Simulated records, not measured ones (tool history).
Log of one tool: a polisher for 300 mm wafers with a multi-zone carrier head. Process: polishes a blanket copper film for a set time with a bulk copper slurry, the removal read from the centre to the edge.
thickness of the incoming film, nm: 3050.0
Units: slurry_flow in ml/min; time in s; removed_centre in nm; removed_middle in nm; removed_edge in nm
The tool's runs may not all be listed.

{"run": 1, "hour": 0.0, "slurry_flow": 160, "centre_zone": 1, "middle_zone": 1, "edge_zone": 1, "slurry_solids": 1, "time": 52, "removed_centre": 399.19, "removed_middle": 405.28, "removed_edge": 428.86}
{"run": 2, "hour": 2.5, "slurry_flow": 160, "centre_zone": 1, "middle_zone": 1, "edge_zone": 1, "slurry_solids": 1, "time": 45, "removed_centre": 345.86, "removed_middle": 350.72, "removed_edge": 367.79}
{"run": 3, "hour": 8.6, "slurry_flow": 165, "centre_zone": 1.02, "middle_zone": 1.01, "edge_zone": 1.02, "slurry_solids": 1.05, "time": 45, "removed_centre": 357.52, "removed_middle": 362.29, "removed_edge": 382.81}
{"run": 4, "hour": 12.4, "slurry_flow": 165, "centre_zone": 1.1, "middle_zone": 1.01, "edge_zone": 1.02, "slurry_solids": 1.05, "time": 45, "removed_centre": 368.68, "removed_middle": 358.37, "removed_edge": 376.81}
{"run": 5, "hour": 16.6, "slurry_flow": 165, "centre_zone": 1.1, "middle_zone": 1.07, "edge_zone": 1.02, "slurry_solids": 1.05, "time": 45, "removed_centre": 371.06, "removed_middle": 380.13, "removed_edge": 384.77}
{"run": 6, "hour": 20.0, "slurry_flow": 175, "centre_zone": 1.11, "middle_zone": 1.07, "edge_zone": 1.02, "slurry_solids": 1.1, "time": 45, "removed_centre": 383.44, "removed_middle": 391.02, "removed_edge": 383.78}
{"run": 7, "hour": 22.4, "slurry_flow": 180, "centre_zone": 1.12, "middle_zone": 1.07, "edge_zone": 1.04, "slurry_solids": 1.15, "time": 45, "removed_centre": 383.99, "removed_middle": 393.85, "removed_edge": 395.91}

Forecast run 8:
{"run": 8, "hour": 30.2, "slurry_flow": 225, "centre_zone": 1.19, "middle_zone": 1.06, "edge_zone": 1, "slurry_solids": 1.4, "time": 49, "removed_centre": "?", "removed_middle": "?", "removed_edge": "?"}

removed_centre: 473.99 nm
removed_middle: 452.26 nm
removed_edge: 441.54 nm
